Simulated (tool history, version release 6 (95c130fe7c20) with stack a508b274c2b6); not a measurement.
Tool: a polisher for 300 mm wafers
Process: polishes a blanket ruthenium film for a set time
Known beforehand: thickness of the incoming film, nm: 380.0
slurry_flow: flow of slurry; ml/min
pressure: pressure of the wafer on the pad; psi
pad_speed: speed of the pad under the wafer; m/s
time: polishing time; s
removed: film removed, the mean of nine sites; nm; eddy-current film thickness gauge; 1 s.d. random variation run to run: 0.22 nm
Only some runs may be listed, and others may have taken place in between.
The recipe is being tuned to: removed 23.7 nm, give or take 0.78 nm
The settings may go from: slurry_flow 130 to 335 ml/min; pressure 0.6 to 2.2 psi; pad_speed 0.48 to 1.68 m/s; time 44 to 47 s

| run | hour | slurry_flow | pressure | pad_speed | time | removed |
|---|---|---|---|---|---|---|
| 1 | 0 | 215 | 1.4 | 1.08 | 44 | 29.758 |
| 2 | 4.9 | 215 | 1.7 | 1.08 | 44 | 35.867 |
| 3 | 7.1 | 215 | 1.5 | 1.08 | 44 | 32.094 |
| 4 | 9.9 | 215 | 1.4 | 1.08 | 44 | 29.923 |
| 5 | 14.5 | 215 | 1.4 | 1.32 | 44 | 35.454 |
| 6 | 18.2 | 215 | 1.2 | 1.32 | 44 | 31.212 |
| 7 | 21 | 215 | 1.1 | 1.32 | 44 | 29.461 |
| 8 | 22.5 | 205 | 0.7 | 1.3 | 44 | 20.687 |

Pick the move, out of 4, that brings all results within their allowed miss; only one does.
| A | 24 | 210 | 0.7 | 1.4 | 46 | ? |
| B | 24 | 250 | 0.9 | 1.22 | 47 | ? |
| C | 24 | 215 | 0.6 | 1.24 | 44 | ? |
| D | 24 | 160 | 1.1 | 0.9 | 44 | ? |

| move | removed |
|---|---|
| A | 23.675 |
| B | 26.121 |
| C | 18.533 |
| D | 20.729 |
A: all results in spec
B: pushes the last run's worst result past its target
C: misses by more than the last run did
D: about the same distance from the targets as the last run
The move that meets every target is A.

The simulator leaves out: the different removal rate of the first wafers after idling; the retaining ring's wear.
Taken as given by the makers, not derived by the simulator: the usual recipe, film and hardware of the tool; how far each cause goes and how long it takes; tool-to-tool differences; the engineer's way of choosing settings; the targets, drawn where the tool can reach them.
